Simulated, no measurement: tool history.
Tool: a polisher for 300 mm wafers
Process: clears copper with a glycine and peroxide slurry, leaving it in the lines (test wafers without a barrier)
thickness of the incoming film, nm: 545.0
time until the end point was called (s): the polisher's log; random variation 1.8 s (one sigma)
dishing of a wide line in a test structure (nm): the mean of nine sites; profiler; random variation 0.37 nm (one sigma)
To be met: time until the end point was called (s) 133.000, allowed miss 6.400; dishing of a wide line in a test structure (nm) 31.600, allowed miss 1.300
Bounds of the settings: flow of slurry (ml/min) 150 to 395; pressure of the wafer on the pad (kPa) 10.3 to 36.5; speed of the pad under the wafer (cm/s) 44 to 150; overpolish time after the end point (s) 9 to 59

run	day	flow of slurry (ml/min)	pressure of the wafer on the pad (kPa)	speed of the pad under the wafer (cm/s)	overpolish time after the end point (s)	time until the end point was called (s)	dishing of a wide line in a test structure (nm)
1	0.000	250	23.4	96	30	105.290	105.030
2	0.100	250	23.4	110	30	92.206	111.120
3	0.379	250	26.9	110	30	87.662	119.800
4	0.421	230	23.4	104	26	95.968	96.021
5	0.492	215	20.7	98	22	111.470	78.609
6	0.612	215	25.5	98	22	98.471	87.362
7	0.888	200	22.1	96	19	110.580	69.712
8	1.054	200	22.1	96	19	110.040	69.780
9	1.404	190	19.3	96	17	119.230	61.204
10	1.721	150	12.4	96	9	149.970	28.371
11	2.058	150	12.4	96	9	152.330	28.047
12	2.354	155	16.5	96	10	133.420	34.782
13	2.650	155	16.5	98	10	128.630	35.446
14	3.021	155	15.9	98	10	133.240	34.319
15	3.179	150	15.2	100	10	139.110	34.539
16	3.354	150	14.5	106	10	134.350	35.447
17	3.583	150	14.5	104	10	131.390	33.991

Which of these 4 next moves meets every target?
A	3.812	155	22.8	68	9	?	?
B	3.812	150	15.9	90	9	?	?
C	3.812	150	14.5	104	9	?	?
D	3.812	150	11.7	100	9	?	?

move	time until the end point was called (s)	dishing of a wide line in a test structure (nm)
A	146.630	28.142
B	141.910	28.790
C	132.120	30.639
D	147.980	27.568
A: takes the result that was furthest off past its target
B: takes the result that was furthest off past its target
C: meets every target
D: takes the result that was furthest off past its target
The right move is C.

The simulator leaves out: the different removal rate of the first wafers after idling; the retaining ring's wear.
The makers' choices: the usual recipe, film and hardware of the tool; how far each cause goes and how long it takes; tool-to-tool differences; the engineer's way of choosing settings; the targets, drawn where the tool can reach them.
